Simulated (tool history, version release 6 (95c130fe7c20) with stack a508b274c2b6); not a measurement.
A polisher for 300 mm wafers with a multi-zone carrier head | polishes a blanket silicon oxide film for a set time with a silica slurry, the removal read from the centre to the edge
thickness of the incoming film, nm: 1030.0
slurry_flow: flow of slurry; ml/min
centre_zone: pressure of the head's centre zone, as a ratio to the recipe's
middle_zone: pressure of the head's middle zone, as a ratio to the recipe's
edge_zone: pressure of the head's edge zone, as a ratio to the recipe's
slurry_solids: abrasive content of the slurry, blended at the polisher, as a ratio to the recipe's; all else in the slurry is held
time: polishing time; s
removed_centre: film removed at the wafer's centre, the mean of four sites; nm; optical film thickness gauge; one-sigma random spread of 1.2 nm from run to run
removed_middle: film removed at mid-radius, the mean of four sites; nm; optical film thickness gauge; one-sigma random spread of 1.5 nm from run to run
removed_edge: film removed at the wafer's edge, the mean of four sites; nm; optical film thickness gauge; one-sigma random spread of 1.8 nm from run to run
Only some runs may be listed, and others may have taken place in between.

Run 1, day 0: slurry_flow 270 ml/min, centre_zone 1, middle_zone 1, edge_zone 1, slurry_solids 1, time 57 s. Result: removed_centre 184.2 nm, removed_middle 191.22 nm, removed_edge 191.17 nm.
Run 2, day 0.367: slurry_flow 265 ml/min, centre_zone 1.01, middle_zone 1.02, edge_zone 0.94, slurry_solids 0.95, time 57 s. Result: removed_centre 181.2 nm, removed_middle 189.45 nm, removed_edge 182.78 nm.
Run 3, day 0.708: slurry_flow 265 ml/min, centre_zone 1.01, middle_zone 0.98, edge_zone 0.94, slurry_solids 0.95, time 57 s. Result: removed_centre 181.39 nm, removed_middle 179.77 nm, removed_edge 181.63 nm.
Run 4, day 1.033: slurry_flow 265 ml/min, centre_zone 1.01, middle_zone 0.98, edge_zone 1.01, slurry_solids 0.95, time 57 s. Result: removed_centre 181.54 nm, removed_middle 179.64 nm, removed_edge 190.51 nm.
Run 5, day 1.054: slurry_flow 280 ml/min, centre_zone 1.01, middle_zone 1.01, edge_zone 0.95, slurry_solids 0.9, time 57 s. Result: removed_centre 179.15 nm, removed_middle 183.23 nm, removed_edge 179.5 nm.
Run 6, day 1.079: slurry_flow 295 ml/min, centre_zone 1.01, middle_zone 1.03, edge_zone 0.91, slurry_solids 0.9, time 57 s. Result: removed_centre 179.19 nm, removed_middle 186.94 nm, removed_edge 172.99 nm.

Expected results for the next run?
Run 7, day 1.208: slurry_flow 305 ml/min, centre_zone 1.01, middle_zone 1.04, edge_zone 0.89, slurry_solids 0.9, time 57 s. Result: removed_centre ?, removed_middle ?, removed_edge ?.

removed_centre: 180.16 nm
removed_middle: 187.07 nm
removed_edge: 171.41 nm
